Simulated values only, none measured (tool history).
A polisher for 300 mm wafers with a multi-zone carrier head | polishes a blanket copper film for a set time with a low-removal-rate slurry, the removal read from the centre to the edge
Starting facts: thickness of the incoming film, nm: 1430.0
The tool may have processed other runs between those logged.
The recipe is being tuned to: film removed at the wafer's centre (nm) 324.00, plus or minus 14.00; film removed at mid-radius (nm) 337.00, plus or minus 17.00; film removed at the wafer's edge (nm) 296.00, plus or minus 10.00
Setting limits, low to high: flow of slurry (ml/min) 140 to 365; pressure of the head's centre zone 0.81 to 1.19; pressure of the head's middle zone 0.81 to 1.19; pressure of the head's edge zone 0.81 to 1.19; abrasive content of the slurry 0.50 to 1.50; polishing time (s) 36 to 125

run  hour  flow of slurry (ml/min)  pressure of the head's centre zone  pressure of the head's middle zone  pressure of the head's edge zone  abrasive content of the slurry  polishing time (s)  film removed at the wafer's centre (nm)  film removed at mid-radius (nm)  film removed at the wafer's edge (nm)
  1   0.0                      235                                1.00                                1.00                              1.00                            1.00                  80                                   261.74                           250.51                                 255.74
  2   4.1                      280                                1.00                                1.00                              1.00                            1.00                  80                                   259.88                           263.56                                 263.12
  3   4.7                      280                                1.00                                0.93                              1.00                            1.00                  80                                   257.19                           246.25                                 259.27
  4   9.3                      290                                1.03                                0.99                              1.00                            1.05                  80                                   275.70                           268.22                                 265.50
  5  12.9                      290                                1.03                                1.07                              1.00                            1.05                  80                                   278.38                           285.26                                 261.10
  6  17.0                      295                                1.04                                1.09                              1.02                            1.10                  81                                   281.65                           298.23                                 275.42
  7  20.9                      300                                1.06                                1.11                              1.03                            1.15                  81                                   293.61                           295.78                                 276.44
  8  25.7                      305                                1.07                                1.13                              1.03                            1.20                  82                                   301.11                           326.26                                 280.97
  9  32.1                      320                                1.12                                1.11                              1.08                            1.25                  83                                   321.52                           321.64                                 295.34

Consider the 4 candidate settings below. Which is the only one whose results all fall within their allowed miss of target?
  A  38.5                      285                                1.14                                1.07                              1.12                            1.40                  80                                        ?                                ?                                      ?
  B  38.5                      350                                1.08                                1.11                              1.00                            1.35                  84                                        ?                                ?                                      ?
  C  38.5                      360                                1.17                                1.09                              1.14                            1.40                  79                                        ?                                ?                                      ?
  D  38.5                      270                                1.19                                1.09                              1.15                            1.25                  82                                        ?                                ?                                      ?

move  film removed at the wafer's centre (nm)  film removed at mid-radius (nm)  film removed at the wafer's edge (nm)
   A                                   320.89                           305.30                                 286.52
   B                                   325.21                           334.71                                 288.05
   C                                   332.19                           312.85                                 289.88
   D                                   331.95                           308.63                                 288.95
A: its largest miss is bigger than the last run's
B: each result inside its tolerance
C: its largest miss is bigger than the last run's
D: its largest miss is bigger than the last run's
The right move is B.
